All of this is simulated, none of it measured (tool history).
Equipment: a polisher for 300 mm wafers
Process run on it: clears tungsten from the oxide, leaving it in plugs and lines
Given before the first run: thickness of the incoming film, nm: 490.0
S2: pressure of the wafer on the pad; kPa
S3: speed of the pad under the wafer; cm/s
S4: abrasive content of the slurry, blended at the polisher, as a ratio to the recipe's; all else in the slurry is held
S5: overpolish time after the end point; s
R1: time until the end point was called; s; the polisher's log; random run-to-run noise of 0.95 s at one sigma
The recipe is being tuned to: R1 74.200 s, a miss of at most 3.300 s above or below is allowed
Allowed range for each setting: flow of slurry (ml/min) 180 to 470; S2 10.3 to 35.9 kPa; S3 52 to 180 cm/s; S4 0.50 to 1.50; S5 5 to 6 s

{"run": 1, "hour": 0.0, "flow of slurry (ml/min)": 300, "S2": 22.8, "S3": 116, "S4": 1.0, "S5": 6, "R1": 101.11}
{"run": 2, "hour": 6.6, "flow of slurry (ml/min)": 300, "S2": 24.8, "S3": 116, "S4": 1.0, "S5": 6, "R1": 92.498}
{"run": 3, "hour": 9.9, "flow of slurry (ml/min)": 300, "S2": 24.8, "S3": 96, "S4": 1.0, "S5": 6, "R1": 110.72}
{"run": 4, "hour": 16.5, "flow of slurry (ml/min)": 300, "S2": 27.6, "S3": 96, "S4": 1.0, "S5": 6, "R1": 100.81}
{"run": 5, "hour": 18.9, "flow of slurry (ml/min)": 300, "S2": 29.6, "S3": 96, "S4": 1.0, "S5": 6, "R1": 94.896}
{"run": 6, "hour": 26.5, "flow of slurry (ml/min)": 300, "S2": 29.6, "S3": 84, "S4": 1.0, "S5": 6, "R1": 104.64}
{"run": 7, "hour": 34.1, "flow of slurry (ml/min)": 300, "S2": 31.7, "S3": 88, "S4": 1.0, "S5": 6, "R1": 97.501}
{"run": 8, "hour": 35.3, "flow of slurry (ml/min)": 300, "S2": 33.1, "S3": 94, "S4": 1.0, "S5": 6, "R1": 88.758}
{"run": 9, "hour": 43.3, "flow of slurry (ml/min)": 300, "S2": 33.8, "S3": 98, "S4": 1.0, "S5": 6, "R1": 81.85}

Which one of the following 5 next-run settings gets every result inside its allowed miss? There is exactly one.
{"run": "A", "hour": 51.3, "flow of slurry (ml/min)": 310, "S2": 34.5, "S3": 104, "S4": 1.1, "S5": 5, "R1": "?"}
{"run": "B", "hour": 51.3, "flow of slurry (ml/min)": 220, "S2": 33.8, "S3": 102, "S4": 1.05, "S5": 6, "R1": "?"}
{"run": "C", "hour": 51.3, "flow of slurry (ml/min)": 280, "S2": 30.3, "S3": 108, "S4": 1.05, "S5": 5, "R1": "?"}
{"run": "D", "hour": 51.3, "flow of slurry (ml/min)": 275, "S2": 33.8, "S3": 92, "S4": 1.3, "S5": 6, "R1": "?"}
{"run": "E", "hour": 51.3, "flow of slurry (ml/min)": 345, "S2": 30.3, "S3": 108, "S4": 0.95, "S5": 5, "R1": "?"}

move=A R1=73.329
move=B R1=79.922
move=C R1=81.888
move=D R1=80.673
move=E R1=83.179
A: all results land within tolerance of their targets
B: closer than the last run, but not yet in spec
C: no better and no worse than the last run
D: closer than the last run, but not yet in spec
E: misses by more than the last run did
Go with A: it meets all targets.
